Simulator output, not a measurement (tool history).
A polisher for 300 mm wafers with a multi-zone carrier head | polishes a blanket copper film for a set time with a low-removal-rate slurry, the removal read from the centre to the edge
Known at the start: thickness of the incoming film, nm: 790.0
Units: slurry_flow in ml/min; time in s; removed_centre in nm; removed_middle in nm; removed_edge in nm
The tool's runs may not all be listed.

{"run": 1, "hour": 0.0, "slurry_flow": 235, "centre_zone": 1, "middle_zone": 1, "edge_zone": 1, "slurry_solids": 1, "time": 55, "removed_centre": 136.42, "removed_middle": 137.28, "removed_edge": 133.99}
{"run": 2, "hour": 6.8, "slurry_flow": 255, "centre_zone": 1, "middle_zone": 1, "edge_zone": 1, "slurry_solids": 1, "time": 55, "removed_centre": 135.26, "removed_middle": 137.63, "removed_edge": 135.42}
{"run": 3, "hour": 10.8, "slurry_flow": 255, "centre_zone": 1, "middle_zone": 1, "edge_zone": 1, "slurry_solids": 1.2, "time": 55, "removed_centre": 141.76, "removed_middle": 142.15, "removed_edge": 139.46}
{"run": 4, "hour": 14.1, "slurry_flow": 255, "centre_zone": 1, "middle_zone": 1, "edge_zone": 1.07, "slurry_solids": 1.2, "time": 55, "removed_centre": 141.09, "removed_middle": 143.9, "removed_edge": 144.06}
{"run": 5, "hour": 21.8, "slurry_flow": 250, "centre_zone": 0.98, "middle_zone": 0.97, "edge_zone": 1.04, "slurry_solids": 1.05, "time": 54, "removed_centre": 132.94, "removed_middle": 137.04, "removed_edge": 135.1}
{"run": 6, "hour": 28.9, "slurry_flow": 250, "centre_zone": 0.98, "middle_zone": 0.93, "edge_zone": 1.07, "slurry_solids": 0.95, "time": 51, "removed_centre": 122.17, "removed_middle": 119.46, "removed_edge": 130.3}
{"run": 7, "hour": 34.9, "slurry_flow": 245, "centre_zone": 0.96, "middle_zone": 0.92, "edge_zone": 1.03, "slurry_solids": 0.85, "time": 50, "removed_centre": 115.42, "removed_middle": 113.85, "removed_edge": 121.12}
{"run": 8, "hour": 40.8, "slurry_flow": 245, "centre_zone": 0.96, "middle_zone": 0.92, "edge_zone": 1.03, "slurry_solids": 0.85, "time": 50, "removed_centre": 118.91, "removed_middle": 114.17, "removed_edge": 120.07}
{"run": 9, "hour": 42.2, "slurry_flow": 240, "centre_zone": 0.93, "middle_zone": 0.91, "edge_zone": 1.03, "slurry_solids": 0.8, "time": 50, "removed_centre": 110.45, "removed_middle": 112.93, "removed_edge": 120.9}
{"run": 10, "hour": 51.1, "slurry_flow": 235, "centre_zone": 0.92, "middle_zone": 0.9, "edge_zone": 1.01, "slurry_solids": 0.75, "time": 50, "removed_centre": 106.91, "removed_middle": 109.83, "removed_edge": 116.69}

The next listed run, before its measurement:
{"run": 11, "hour": 56.4, "slurry_flow": 230, "centre_zone": 0.92, "middle_zone": 0.89, "edge_zone": 0.99, "slurry_solids": 0.75, "time": 50, "removed_centre": "?", "removed_middle": "?", "removed_edge": "?"}

{"run 11": {"removed_centre": 107.92, "removed_middle": 108.88, "removed_edge": 115.31}}
